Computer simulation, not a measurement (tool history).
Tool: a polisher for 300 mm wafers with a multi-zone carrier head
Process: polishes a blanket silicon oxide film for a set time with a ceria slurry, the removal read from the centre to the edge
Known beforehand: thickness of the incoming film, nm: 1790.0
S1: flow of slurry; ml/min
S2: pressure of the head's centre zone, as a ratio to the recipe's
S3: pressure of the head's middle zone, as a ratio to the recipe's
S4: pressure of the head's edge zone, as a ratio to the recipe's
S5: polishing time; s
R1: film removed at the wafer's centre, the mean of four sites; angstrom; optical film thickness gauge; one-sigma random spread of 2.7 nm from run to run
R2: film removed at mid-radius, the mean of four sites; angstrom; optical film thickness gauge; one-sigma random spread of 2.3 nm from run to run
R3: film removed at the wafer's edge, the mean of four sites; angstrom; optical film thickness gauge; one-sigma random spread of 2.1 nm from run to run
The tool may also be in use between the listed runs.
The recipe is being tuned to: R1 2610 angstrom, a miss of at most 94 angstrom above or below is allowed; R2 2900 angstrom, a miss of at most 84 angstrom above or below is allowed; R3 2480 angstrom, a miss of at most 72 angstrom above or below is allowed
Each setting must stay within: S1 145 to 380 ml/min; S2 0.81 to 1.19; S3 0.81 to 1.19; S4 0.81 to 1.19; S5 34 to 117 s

{"run": 1, "hour": 0.0, "S1": 245, "S2": 1, "S3": 1, "S4": 1, "S5": 75, "R1": 2425.2, "R2": 2432.6, "R3": 2408.2}
{"run": 2, "hour": 7.3, "S1": 245, "S2": 1, "S3": 1, "S4": 0.95, "S5": 75, "R1": 2428.1, "R2": 2447, "R3": 2398.1}
{"run": 3, "hour": 9.8, "S1": 265, "S2": 1.01, "S3": 1.05, "S4": 0.95, "S5": 75, "R1": 2494.7, "R2": 2590, "R3": 2392.9}
{"run": 4, "hour": 11.5, "S1": 265, "S2": 1.01, "S3": 1.05, "S4": 0.95, "S5": 85, "R1": 2808.9, "R2": 2939.2, "R3": 2686.2}
{"run": 5, "hour": 15.2, "S1": 265, "S2": 1.01, "S3": 1.05, "S4": 0.87, "S5": 85, "R1": 2773.3, "R2": 2928.1, "R3": 2569.3}
{"run": 6, "hour": 21.5, "S1": 315, "S2": 1.01, "S3": 1.05, "S4": 0.87, "S5": 85, "R1": 2889.5, "R2": 2997.2, "R3": 2651}
{"run": 7, "hour": 24.4, "S1": 295, "S2": 1, "S3": 1.05, "S4": 0.85, "S5": 85, "R1": 2821.9, "R2": 2947.1, "R3": 2613.4}
{"run": 8, "hour": 25.1, "S1": 280, "S2": 0.99, "S3": 1.06, "S4": 0.84, "S5": 85, "R1": 2778.3, "R2": 2981.5, "R3": 2573.5}
{"run": 9, "hour": 33.2, "S1": 265, "S2": 0.98, "S3": 1.06, "S4": 0.83, "S5": 85, "R1": 2736.2, "R2": 2946.8, "R3": 2560.3}

Next run, 5 choices. One meets every target within its allowed miss, the rest don't. Which?
{"run": "A", "hour": 41.3, "S1": 225, "S2": 1.02, "S3": 1.14, "S4": 0.81, "S5": 79, "R1": "?", "R2": "?", "R3": "?"}
{"run": "B", "hour": 41.3, "S1": 295, "S2": 0.95, "S3": 1.06, "S4": 0.84, "S5": 82, "R1": "?", "R2": "?", "R3": "?"}
{"run": "C", "hour": 41.3, "S1": 270, "S2": 0.97, "S3": 1.16, "S4": 0.81, "S5": 79, "R1": "?", "R2": "?", "R3": "?"}
{"run": "D", "hour": 41.3, "S1": 295, "S2": 1.01, "S3": 1.05, "S4": 0.81, "S5": 83, "R1": "?", "R2": "?", "R3": "?"}
{"run": "E", "hour": 41.3, "S1": 260, "S2": 0.99, "S3": 1.04, "S4": 0.85, "S5": 88, "R1": "?", "R2": "?", "R3": "?"}

move=A R1=2658.3 R2=2852.2 R3=2329.3
move=B R1=2646.3 R2=2851.4 R3=2502.4
move=C R1=2581.1 R2=2945.3 R3=2358.5
move=D R1=2841 R2=2862.3 R3=2495.9
move=E R1=2918.8 R2=2977.5 R3=2677.1
A: the furthest-off result lands on target, but another misses its tolerance
B: all results in spec
C: the furthest-off result lands on target, but another misses its tolerance
D: the biggest miss grows against the last run
E: the biggest miss grows against the last run
Move B is the one to make.
